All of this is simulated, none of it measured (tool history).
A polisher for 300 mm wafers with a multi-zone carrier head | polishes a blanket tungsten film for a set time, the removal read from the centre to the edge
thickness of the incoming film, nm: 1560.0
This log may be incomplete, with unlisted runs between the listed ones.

run,hour,flow of slurry (ml/min),pressure of the head's centre zone,pressure of the head's middle zone,pressure of the head's edge zone,abrasive content of the slurry,polishing time (s),film removed at the wafer's centre (angstrom),film removed at mid-radius (angstrom),film removed at the wafer's edge (angstrom)
1,0.0,245,1.00,1.00,1.00,1.00,76,4493.3,4353.5,4390.7
2,7.0,240,1.01,0.97,0.98,0.90,74,4316.3,4048.0,4150.2
3,14.8,240,1.07,0.97,0.98,0.90,74,4617.5,4031.5,4128.9
4,18.8,240,1.12,0.97,0.98,0.90,74,4827.4,4100.2,4135.3
5,24.6,235,1.11,0.95,0.96,0.85,72,4602.7,3795.1,3933.1
6,29.9,235,1.10,0.94,0.94,0.80,70,4362.6,3599.3,3742.4
7,37.4,235,1.09,0.93,0.92,0.75,69,4171.9,3553.1,3649.8
8,44.5,230,1.09,0.91,0.91,0.70,68,4016.3,3328.1,3506.6

Run 9 has not been measured yet. What should we expect?
9,52.8,225,1.09,0.90,0.90,0.65,67,?,?,?

{"run 9": {"film removed at the wafer's centre (angstrom)": 3936.9, "film removed at mid-radius (angstrom)": 3199.8, "film removed at the wafer's edge (angstrom)": 3451.4}}
